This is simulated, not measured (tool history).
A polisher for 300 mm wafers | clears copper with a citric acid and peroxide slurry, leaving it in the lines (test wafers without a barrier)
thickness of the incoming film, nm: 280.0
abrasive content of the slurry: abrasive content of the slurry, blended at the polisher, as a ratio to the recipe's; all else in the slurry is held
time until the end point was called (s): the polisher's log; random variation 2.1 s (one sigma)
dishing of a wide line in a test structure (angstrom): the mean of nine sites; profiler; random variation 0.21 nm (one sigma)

run    day  flow of slurry (ml/min)  pressure of the wafer on the pad (kPa)  speed of the pad under the wafer (cm/s)  abrasive content of the slurry  overpolish time after the end point (s)  time until the end point was called (s)  dishing of a wide line in a test structure (angstrom)
  1  0.000                      150                                    17.9                                      122                             1.0                                        8                                   120.75                                                 135.94
  2  0.092                      150                                    16.5                                      122                             1.0                                        8                                   128.80                                                 126.78
  3  0.217                      150                                    15.9                                      122                             1.0                                        8                                   133.56                                                 122.28
  4  0.483                      130                                    15.9                                      122                             1.0                                        8                                   139.53                                                 123.15
  5  0.538                      125                                    15.2                                      122                             1.0                                        8                                   147.15                                                 111.26
  6  0.667                      125                                    15.2                                      122                             1.0                                       10                                   146.15                                                 141.96
  7  0.879                      120                                    14.5                                      122                             1.0                                       10                                   153.95                                                 132.49

Run 8 comes next. What will it give?
  8  1.192                      115                                    13.8                                      122                             1.0                                       10                                        ?                                                      ?

Run 8 gave time until the end point was called (s) 165.59, dishing of a wide line in a test structure (angstrom) 128.95.
